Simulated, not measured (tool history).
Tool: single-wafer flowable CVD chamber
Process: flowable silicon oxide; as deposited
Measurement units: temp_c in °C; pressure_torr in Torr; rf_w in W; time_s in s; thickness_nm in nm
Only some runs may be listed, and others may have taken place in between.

| run | hour | temp_c | pressure_torr | rf_w | time_s | thickness_nm |
|---|---|---|---|---|---|---|
| 1 | 0 | 105 | 0.809 | 2560 | 706 | 467.34 |
| 2 | 4.3 | 100 | 0.809 | 2560 | 706 | 544.05 |
| 3 | 8.3 | 100 | 0.809 | 2790 | 706 | 550.02 |
| 4 | 15.7 | 98 | 0.81 | 2790 | 706 | 584.17 |
| 5 | 23.1 | 98 | 0.81 | 2550 | 706 | 576.69 |
| 6 | 28.5 | 98 | 0.81 | 2550 | 730 | 594.51 |
| 7 | 37.5 | 96 | 0.81 | 2550 | 730 | 631.77 |

What does the tool deliver on the next run?
| 8 | 43.2 | 95 | 0.81 | 2550 | 730 | ? |

thickness_nm: 651.47 nm
